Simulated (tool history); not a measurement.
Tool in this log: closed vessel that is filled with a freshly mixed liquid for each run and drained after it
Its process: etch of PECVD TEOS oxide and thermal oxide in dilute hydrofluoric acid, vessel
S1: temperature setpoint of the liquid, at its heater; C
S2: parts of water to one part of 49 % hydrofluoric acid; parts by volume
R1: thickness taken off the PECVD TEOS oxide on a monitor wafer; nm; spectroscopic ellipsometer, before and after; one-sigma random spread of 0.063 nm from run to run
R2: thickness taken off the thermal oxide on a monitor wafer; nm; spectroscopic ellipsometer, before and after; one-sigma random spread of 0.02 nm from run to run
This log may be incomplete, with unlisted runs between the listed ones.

Run 1, hour 0: S1 23 C, S2 200 parts by volume, time in the liquid (s) 380. Result: R1 26.679 nm, R2 6.9896 nm.
Run 2, hour 3.9: S1 21 C, S2 245 parts by volume, time in the liquid (s) 380. Result: R1 19.538 nm, R2 5.0308 nm.
Run 3, hour 5.2: S1 21 C, S2 245 parts by volume, time in the liquid (s) 225. Result: R1 11.518 nm, R2 2.9286 nm.
Run 4, hour 7.7: S1 21 C, S2 310 parts by volume, time in the liquid (s) 225. Result: R1 8.5847 nm, R2 2.2169 nm.
Run 5, hour 11.6: S1 18.5 C, S2 310 parts by volume, time in the liquid (s) 225. Result: R1 7.8109 nm, R2 2.0071 nm.
Run 6, hour 17.8: S1 19.5 C, S2 310 parts by volume, time in the liquid (s) 225. Result: R1 8.0958 nm, R2 2.0531 nm.

What will run 7 give?
Run 7, hour 22.8: S1 20.5 C, S2 310 parts by volume, time in the liquid (s) 225. Result: R1 ?, R2 ?.

{"run 7": {"R1": 8.4889, "R2": 2.1579}}
